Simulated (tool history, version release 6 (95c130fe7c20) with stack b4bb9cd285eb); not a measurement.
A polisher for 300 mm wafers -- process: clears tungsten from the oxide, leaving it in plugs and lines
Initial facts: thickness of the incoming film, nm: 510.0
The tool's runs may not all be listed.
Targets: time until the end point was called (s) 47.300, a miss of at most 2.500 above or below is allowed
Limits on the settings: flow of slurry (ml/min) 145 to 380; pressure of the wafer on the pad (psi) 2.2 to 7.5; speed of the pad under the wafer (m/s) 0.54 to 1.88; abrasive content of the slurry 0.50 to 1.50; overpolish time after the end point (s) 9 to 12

run	day	flow of slurry (ml/min)	pressure of the wafer on the pad (psi)	speed of the pad under the wafer (m/s)	abrasive content of the slurry	overpolish time after the end point (s)	time until the end point was called (s)
1	0.000	245	4.8	1.20	1.00	12	59.127
2	0.167	245	4.9	1.20	1.00	12	58.097
3	0.512	245	4.5	1.20	1.00	12	64.090
4	0.817	280	4.5	1.20	1.00	12	62.062
# day 0.929: head pressure recalibrated
5	0.929	280	4.7	1.20	1.00	12	63.400
6	1.288	280	5.5	1.20	1.00	12	56.594
7	1.508	280	5.7	1.20	1.00	12	52.584
8	1.829	280	5.8	1.20	1.00	12	52.688
9	2.179	280	5.9	1.20	1.00	12	51.223

Which of these 5 next moves meets every target?
A	2.529	270	6.7	1.46	1.05	12	?
B	2.529	270	5.6	1.38	1.30	9	?
C	2.529	270	6.5	1.38	1.05	11	?
D	2.529	215	6.7	1.58	0.90	9	?
E	2.529	320	6.2	1.46	1.05	12	?

move	time until the end point was called (s)
A	41.304
B	48.714
C	44.029
D	41.291
E	43.612
A: moves the result that the last run missed by most past its target, out the other side
B: hits every target within its allowed miss
C: moves the result that the last run missed by most past its target, out the other side
D: moves the result that the last run missed by most past its target, out the other side
E: moves the result that the last run missed by most past its target, out the other side
So the answer is move B, the one that meets all the targets.
